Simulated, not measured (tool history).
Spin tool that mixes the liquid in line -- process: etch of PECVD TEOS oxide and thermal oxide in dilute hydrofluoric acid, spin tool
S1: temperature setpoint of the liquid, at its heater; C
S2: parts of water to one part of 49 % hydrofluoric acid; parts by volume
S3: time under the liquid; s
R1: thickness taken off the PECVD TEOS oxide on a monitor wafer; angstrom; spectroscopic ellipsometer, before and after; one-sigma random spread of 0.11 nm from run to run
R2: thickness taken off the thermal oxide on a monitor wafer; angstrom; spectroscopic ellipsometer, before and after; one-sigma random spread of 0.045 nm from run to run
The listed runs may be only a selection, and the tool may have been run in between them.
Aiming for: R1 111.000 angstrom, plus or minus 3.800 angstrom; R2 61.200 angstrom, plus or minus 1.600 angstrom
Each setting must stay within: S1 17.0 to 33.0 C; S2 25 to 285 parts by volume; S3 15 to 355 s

run  hour    S1   S2   S3       R1      R2
  1   0.0  25.0  155  180   94.693  53.408
  2   6.2  25.0  155  250  134.450  74.326
  3   9.3  24.0  155  250  128.180  70.412
  4  14.3  24.0  125  250  163.950  90.381
  5  18.4  24.0  145  250  141.300  77.095
  6  26.7  24.0  145  290  162.240  88.936
  7  28.7  23.0  150  290  146.960  82.901
  8  32.5  22.5  155  290  141.970  78.342
  9  34.0  21.5  155  290  134.860  74.578
 10  39.5  17.5  155  290  115.250  64.365

Of the 5 settings listed for the next run, only one would bring every result within its allowed miss of target. Which one?
  A  45.0  19.0  160  295   ?   ?
  B  45.0  18.5  150  255   ?   ?
  C  45.0  28.0  160  210   ?   ?
  D  45.0  23.5  160  210   ?   ?
  E  45.0  23.0  150  240   ?   ?

move       R1      R2
   A  120.900  66.222
   B  110.360  60.449
   C  121.340  66.466
   D  102.600  56.199
   E  124.070  67.961
A: misses by more than the last run did
B: in spec on every target
C: misses by more than the last run did
D: the result that was furthest off in the last run now lies on the other side of its target
E: misses by more than the last run did
Correct choice: B, which meets every target
